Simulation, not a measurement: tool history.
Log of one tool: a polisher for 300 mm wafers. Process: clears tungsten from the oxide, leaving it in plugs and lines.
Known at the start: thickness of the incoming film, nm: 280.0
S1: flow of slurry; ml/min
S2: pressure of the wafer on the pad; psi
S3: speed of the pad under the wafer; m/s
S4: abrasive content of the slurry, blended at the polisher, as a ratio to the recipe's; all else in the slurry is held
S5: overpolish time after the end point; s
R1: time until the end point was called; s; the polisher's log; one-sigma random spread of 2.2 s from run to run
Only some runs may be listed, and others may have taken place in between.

run,hour,S1,S2,S3,S4,S5,R1
1,0.0,305,4.2,1.20,1.00,8,55.868
2,4.7,305,4.2,1.32,1.00,8,50.623
3,13.1,305,4.2,1.32,0.90,8,52.943
4,14.0,305,3.7,1.26,0.90,8,61.647
5,21.0,365,3.7,1.26,0.90,8,60.683
6,24.5,365,3.3,1.20,0.90,8,70.536
7,28.1,365,3.0,1.16,0.90,8,78.938
# hour 31.6: slurry tank refilled with fresh slurry and peroxide
8,31.6,365,3.0,1.16,0.90,8,59.824
9,35.1,390,3.5,1.02,0.80,8,62.703
10,40.4,355,3.1,0.90,0.85,8,75.444

Expected results for the next run?
11,46.4,345,2.8,0.82,0.85,8,?

R1: 91.181 s
